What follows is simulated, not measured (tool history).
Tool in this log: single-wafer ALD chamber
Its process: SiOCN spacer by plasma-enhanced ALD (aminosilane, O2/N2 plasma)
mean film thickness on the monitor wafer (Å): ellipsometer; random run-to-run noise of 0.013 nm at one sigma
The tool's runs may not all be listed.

run  hour  heater temperature setpoint (°C)  number of ALD cycles (cycles)  mean film thickness on the monitor wafer (Å)
  1   0.0                               380                             73                                        42.671
  2   7.3                               372                             73                                        42.553
  3  12.1                               372                             72                                        42.262
  4  17.9                               372                             82                                        47.773
     25.4  -- thermocouple changed; heater temperature recalibrated
  5  25.4                               372                             79                                        46.091
  6  33.4                               372                             76                                        44.522
  7  42.2                               372                             74                                        43.156

Run 8 comes next. What will it give?
  8  43.6                               372                             73                                             ?

mean film thickness on the monitor wafer (Å): 42.490
